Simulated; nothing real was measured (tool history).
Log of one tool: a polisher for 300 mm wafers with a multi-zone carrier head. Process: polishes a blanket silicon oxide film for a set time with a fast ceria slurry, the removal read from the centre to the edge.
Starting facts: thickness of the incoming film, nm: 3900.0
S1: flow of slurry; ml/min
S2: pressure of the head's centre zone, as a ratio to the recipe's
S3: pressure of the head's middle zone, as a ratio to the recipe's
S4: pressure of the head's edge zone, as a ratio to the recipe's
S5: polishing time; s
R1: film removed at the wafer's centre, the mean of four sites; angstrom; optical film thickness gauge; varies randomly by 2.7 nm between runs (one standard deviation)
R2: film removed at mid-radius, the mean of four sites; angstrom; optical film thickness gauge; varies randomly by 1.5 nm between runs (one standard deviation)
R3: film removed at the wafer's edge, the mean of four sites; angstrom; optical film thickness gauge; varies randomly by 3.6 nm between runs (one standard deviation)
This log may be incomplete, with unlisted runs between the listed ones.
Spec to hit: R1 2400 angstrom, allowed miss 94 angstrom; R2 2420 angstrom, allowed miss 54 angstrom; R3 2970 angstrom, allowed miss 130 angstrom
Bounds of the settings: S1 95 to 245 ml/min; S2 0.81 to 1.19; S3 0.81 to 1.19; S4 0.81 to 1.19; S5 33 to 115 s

run,hour,S1,S2,S3,S4,S5,R1,R2,R3
1,0,155,1,1,1,73,5648.8,5623.6,5673.6
2,3.3,155,1,1,1,60,4607.2,4665.2,4575.4
3,5.9,155,0.92,1,1,60,4301.2,4539.1,4678.8
4,14.6,155,0.92,0.95,1,60,4375.1,4423.9,4620.8
5,20.8,140,0.89,0.91,1.02,53,3629.7,3636.4,4005.1
6,28.3,130,0.87,0.89,1.04,49,3157.6,3297.2,3749.9
7,31.3,125,0.87,0.87,1.05,46,2968.2,2994.7,3535.5
8,39.4,120,0.86,0.86,1.05,44,2785.6,2819.2,3381.4
9,43.9,115,0.85,0.85,1.04,43,2578,2674.2,3251.4
10,52.3,115,0.85,0.85,1.04,43,2657,2692.7,3169.6
11,55.1,110,0.84,0.84,1.04,43,2525.8,2624.5,3154.1

Below are 5 possible settings for the next run. Only one of them brings all results inside the allowed miss of their targets. Which is it?
A,57.9,105,0.81,0.99,1,42,?,?,?
B,57.9,135,0.83,0.82,1.05,38,?,?,?
C,57.9,135,0.96,0.9,0.94,37,?,?,?
D,57.9,95,0.84,1.02,1,40,?,?,?
E,57.9,110,0.86,1,0.91,42,?,?,?

move,R1,R2,R3
A,2413.1,2885.2,3015.4
B,2421.5,2394.6,2932.1
C,2732,2515.9,2720.5
D,2291.3,2721.8,2804.9
E,2607.2,2952.3,2927.9
A: further off than the last run
B: in spec on every target
C: better than the last run, though not everything is in spec
D: further off than the last run
E: further off than the last run
The right move is B.
